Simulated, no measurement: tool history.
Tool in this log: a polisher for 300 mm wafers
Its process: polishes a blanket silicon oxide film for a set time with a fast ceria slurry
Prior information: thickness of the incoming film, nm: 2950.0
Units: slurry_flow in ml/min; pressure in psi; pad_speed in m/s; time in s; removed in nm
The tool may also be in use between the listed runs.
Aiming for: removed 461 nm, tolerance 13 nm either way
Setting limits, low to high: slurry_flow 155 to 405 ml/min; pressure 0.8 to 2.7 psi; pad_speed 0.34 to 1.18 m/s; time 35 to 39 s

run	day	slurry_flow	pressure	pad_speed	time	removed
1	0	260	1.7	0.76	39	238.38
2	0.171	260	2	0.76	39	282.85
3	0.212	260	2	0.88	39	325.56
4	0.471	260	2	1	39	365.09
5	0.542	260	2.1	1	39	383.24
6	0.729	260	1.9	1	39	351.45
7	0.908	260	2	1	39	366.88
8	1.179	260	2.1	1	39	380.14
9	1.296	260	2.2	1	39	399.72
10	1.642	260	2.3	1	39	421.51
11	1.925	265	2.4	1	39	442.44

Below are 5 possible settings for the next run. Only one of them brings all results inside the allowed miss of their targets. Which is it?
A	2.208	245	2.6	0.94	37	?
B	2.208	275	2.2	1.06	38	?
C	2.208	265	2.7	0.98	37	?
D	2.208	270	2.2	1.1	36	?
E	2.208	220	2.7	0.9	38	?

move	removed
A	425.78
B	421.55
C	463.16
D	413.5
E	430.9
A: further off than the last run
B: further off than the last run
C: every result within its allowed miss
D: further off than the last run
E: further off than the last run
The move that meets every target is C.

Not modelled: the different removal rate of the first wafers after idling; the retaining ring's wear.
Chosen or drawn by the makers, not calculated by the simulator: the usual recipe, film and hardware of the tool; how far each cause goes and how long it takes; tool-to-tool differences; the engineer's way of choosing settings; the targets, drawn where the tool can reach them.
